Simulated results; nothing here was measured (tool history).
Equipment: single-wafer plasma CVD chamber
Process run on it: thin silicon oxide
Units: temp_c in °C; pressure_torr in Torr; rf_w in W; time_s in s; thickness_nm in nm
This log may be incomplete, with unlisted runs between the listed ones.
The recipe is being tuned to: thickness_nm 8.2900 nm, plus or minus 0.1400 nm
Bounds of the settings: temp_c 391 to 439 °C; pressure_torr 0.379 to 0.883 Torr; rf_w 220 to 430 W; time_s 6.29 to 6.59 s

run	day	temp_c	pressure_torr	rf_w	time_s	thickness_nm
1	0.000	415	0.631	325	6.59	9.4195
2	0.354	415	0.608	325	6.59	9.1138
3	0.517	415	0.590	325	6.59	8.9052
4	0.746	415	0.633	325	6.59	9.5069
5	0.817	415	0.607	325	6.59	9.0531
6	1.112	415	0.498	325	6.59	7.4520
7	1.421	415	0.516	325	6.59	7.7615
8	1.688	415	0.528	325	6.59	7.8975
9	1.746	415	0.562	325	6.59	8.5080

5 next moves are on the table. One of them brings every result within its allowed miss. Which?
A	1.804	406	0.564	300	6.36	?
B	1.804	407	0.599	255	6.46	?
C	1.804	411	0.618	295	6.29	?
D	1.804	425	0.518	350	6.59	?
E	1.804	399	0.563	330	6.59	?

move	thickness_nm
A	8.0070
B	8.2517
C	8.5896
D	7.8611
E	8.5266
A: the result that was furthest off in the last run now lies on the other side of its target
B: each result inside its tolerance
C: lands further from the targets than the last run did
D: the result that was furthest off in the last run now lies on the other side of its target
E: lands further from the targets than the last run did
B is the move that brings every result within its allowed miss.
